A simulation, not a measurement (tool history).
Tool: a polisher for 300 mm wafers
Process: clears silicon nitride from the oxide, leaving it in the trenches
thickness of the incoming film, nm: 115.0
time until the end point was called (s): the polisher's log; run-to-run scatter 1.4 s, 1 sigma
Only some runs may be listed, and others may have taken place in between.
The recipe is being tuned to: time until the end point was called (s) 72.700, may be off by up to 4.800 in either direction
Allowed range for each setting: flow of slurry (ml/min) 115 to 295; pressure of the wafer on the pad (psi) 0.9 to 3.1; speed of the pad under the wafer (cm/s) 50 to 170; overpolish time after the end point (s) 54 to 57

| run | hour | flow of slurry (ml/min) | pressure of the wafer on the pad (psi) | speed of the pad under the wafer (cm/s) | overpolish time after the end point (s) | time until the end point was called (s) |
|---|---|---|---|---|---|---|
| 1 | 0.0 | 190 | 2.0 | 110 | 54 | 146.900 |
| 2 | 4.4 | 190 | 1.8 | 110 | 54 | 161.530 |
| 3 | 10.2 | 190 | 2.0 | 114 | 54 | 143.350 |
| 4 | 17.3 | 225 | 2.0 | 114 | 54 | 138.930 |
| 5 | 25.0 | 225 | 2.2 | 118 | 54 | 117.970 |
| 6 | 30.3 | 225 | 2.3 | 120 | 54 | 118.020 |
| 7 | 39.3 | 225 | 2.4 | 124 | 54 | 108.070 |
| 8 | 48.2 | 225 | 3.0 | 132 | 54 | 79.319 |
| 9 | 54.5 | 225 | 3.0 | 134 | 54 | 80.257 |

Consider the 4 candidate settings below. Which is the only one whose results all fall within their allowed miss of target?
| A | 60.8 | 175 | 3.1 | 126 | 57 | ? |
| B | 60.8 | 215 | 3.1 | 162 | 57 | ? |
| C | 60.8 | 240 | 3.0 | 126 | 54 | ? |
| D | 60.8 | 200 | 2.9 | 154 | 57 | ? |

| move | time until the end point was called (s) |
|---|---|
| A | 87.343 |
| B | 66.274 |
| C | 86.291 |
| D | 75.088 |
A: further off than the last run
B: takes the biggest miss from the last run beyond its target
C: further off than the last run
D: every result within its allowed miss
Answer: D

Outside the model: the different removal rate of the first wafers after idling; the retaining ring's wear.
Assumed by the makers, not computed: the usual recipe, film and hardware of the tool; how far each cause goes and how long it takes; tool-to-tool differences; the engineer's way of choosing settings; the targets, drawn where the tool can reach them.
